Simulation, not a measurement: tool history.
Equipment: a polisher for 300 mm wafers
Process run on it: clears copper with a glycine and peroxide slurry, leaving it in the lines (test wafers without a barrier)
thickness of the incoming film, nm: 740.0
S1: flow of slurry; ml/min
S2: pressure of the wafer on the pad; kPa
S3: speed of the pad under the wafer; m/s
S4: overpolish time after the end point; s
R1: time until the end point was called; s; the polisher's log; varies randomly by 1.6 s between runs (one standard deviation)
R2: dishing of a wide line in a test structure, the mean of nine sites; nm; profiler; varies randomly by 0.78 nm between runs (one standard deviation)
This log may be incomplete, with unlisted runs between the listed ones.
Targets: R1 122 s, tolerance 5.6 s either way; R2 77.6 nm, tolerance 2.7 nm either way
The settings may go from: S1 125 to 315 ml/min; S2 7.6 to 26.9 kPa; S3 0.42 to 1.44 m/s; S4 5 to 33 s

run,hour,S1,S2,S3,S4,R1,R2
1,0,205,17.2,0.92,17,137.72,55.645
2,4.2,205,13.8,0.92,17,155.49,50.839
3,5.5,205,15.2,0.92,18,145.03,55.893
4,10.8,205,15.2,0.92,13,146.33,44.054
5,14.5,205,16.5,0.9,15,136.41,49.454
6,17.2,205,16.5,0.94,17,136.78,55.048
7,24.2,205,17.2,0.94,18,132.27,58.63
8,28.2,205,17.9,0.94,19,129.41,61.165
9,35.1,205,17.9,0.94,20,129.66,62.045
10,36.4,205,17.9,0.94,21,129.66,62.634
11,40.3,205,17.9,0.94,22,130.86,65.256
12,43,205,18.6,0.94,23,126.31,67.158

Which single option among these 4 for the next run brings every result within its allowed miss of target? Just one does.
A,45.7,185,17.2,1.02,14,?,?
B,45.7,200,17.2,1.02,21,?,?
C,45.7,200,20.7,0.9,29,?,?
D,45.7,225,17.9,1.02,24,?,?

move,R1,R2
A,128.77,51.035
B,127.64,65.218
C,124.88,77.139
D,122.95,70.895
A: further off than the last run
B: further off than the last run
C: meets every target
D: better than the last run, though not everything is in spec
Answer: C
